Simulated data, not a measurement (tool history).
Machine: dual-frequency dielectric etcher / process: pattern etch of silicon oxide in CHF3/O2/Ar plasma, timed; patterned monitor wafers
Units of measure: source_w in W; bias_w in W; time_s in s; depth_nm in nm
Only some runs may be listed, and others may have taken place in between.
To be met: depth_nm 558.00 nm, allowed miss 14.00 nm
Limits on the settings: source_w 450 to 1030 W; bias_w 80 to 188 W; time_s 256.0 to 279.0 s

Run 1, hour 0.0: source_w 740 W, bias_w 134 W, time_s 279.0 s. Result: depth_nm 502.70 nm.
Run 2, hour 2.8: source_w 780 W, bias_w 134 W, time_s 279.0 s. Result: depth_nm 509.92 nm.
Run 3, hour 8.7: source_w 800 W, bias_w 135 W, time_s 279.0 s. Result: depth_nm 515.09 nm.
Run 4, hour 11.2: source_w 800 W, bias_w 144 W, time_s 279.0 s. Result: depth_nm 529.55 nm.
Run 5, hour 17.1: source_w 810 W, bias_w 145 W, time_s 279.0 s. Result: depth_nm 531.70 nm.
Run 6, hour 20.4: source_w 700 W, bias_w 145 W, time_s 279.0 s. Result: depth_nm 511.70 nm.
Run 7, hour 22.2: source_w 720 W, bias_w 147 W, time_s 279.0 s. Result: depth_nm 510.68 nm.
Run 8, hour 23.0: source_w 740 W, bias_w 148 W, time_s 279.0 s. Result: depth_nm 520.36 nm.

Pick the move, out of 4, that brings all results within their allowed miss; only one does.
Run A, hour 23.8: source_w 950 W, bias_w 158 W, time_s 271.5 s. Result: depth_nm ?.
Run B, hour 23.8: source_w 500 W, bias_w 163 W, time_s 270.5 s. Result: depth_nm ?.
Run C, hour 23.8: source_w 700 W, bias_w 150 W, time_s 270.5 s. Result: depth_nm ?.
Run D, hour 23.8: source_w 720 W, bias_w 139 W, time_s 269.5 s. Result: depth_nm ?.

move  depth_nm
   A    561.19
   B    467.99
   C    499.27
   D    487.84
A: every result lands within tolerance
B: lands further from the targets than the last run did
C: lands further from the targets than the last run did
D: lands further from the targets than the last run did
A is the move that brings every result within its allowed miss.
